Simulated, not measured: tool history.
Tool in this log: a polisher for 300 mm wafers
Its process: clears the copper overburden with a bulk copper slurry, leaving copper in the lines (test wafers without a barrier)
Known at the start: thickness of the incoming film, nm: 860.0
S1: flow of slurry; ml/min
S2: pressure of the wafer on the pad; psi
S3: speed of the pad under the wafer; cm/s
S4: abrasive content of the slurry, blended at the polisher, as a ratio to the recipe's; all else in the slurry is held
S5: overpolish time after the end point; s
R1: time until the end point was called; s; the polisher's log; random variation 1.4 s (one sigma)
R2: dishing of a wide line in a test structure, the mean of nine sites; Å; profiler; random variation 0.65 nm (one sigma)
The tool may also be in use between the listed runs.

run   hour   S1   S2   S3    S4  S5       R1      R2
  1    0.0  240  2.3  132  1.00  18  114.750  781.57
  2    4.4  240  2.3  132  1.00  15  113.480  680.45
  3   12.3  240  2.3  132  0.90  15  114.410  675.59
  4   20.1  240  2.3  134  0.90  13  115.870  646.02
  5   26.1  250  2.2  138  1.00  11  114.760  562.13
  6   32.9  250  2.2  154  1.00  11  102.190  604.28
  7   39.2  255  2.2  154  1.00  10  100.370  574.02
  8   44.4  260  2.0  156  1.00   5  109.780  305.34
  9   52.6  255  2.1  154  1.00   6  104.970  371.34
 10   58.1  255  2.1  152  1.00   6  107.920  361.80
 11   64.0  250  2.1  150  1.00   6  111.110  361.33
 12   69.1  250  2.1  150  1.00   6  112.300  361.18
 13   72.1  250  2.4  146  1.00  14   97.796  752.40
 14   79.0  255  2.3  148  1.05  13  100.910  691.19
 15   82.0  250  2.3  150  1.05  12  100.990  649.25
 16   89.2  255  2.3  152  1.05  11   98.380  618.91
 17   96.6  255  2.3  154  1.05  11   95.373  623.12
 18  101.5  255  2.0  158  1.05   5  110.050  315.64
 19  105.5  260  2.1  156  1.05   6  105.810  374.83
 20  112.9  260  2.1  154  1.05   6  107.420  363.73
 21  121.1  255  2.1  152  1.05   6  106.720  362.71

Forecast run 22:
 22  125.2  250  2.1  152  1.00   6   ?   ?

R1: 105.250 s
R2: 363.79 Å
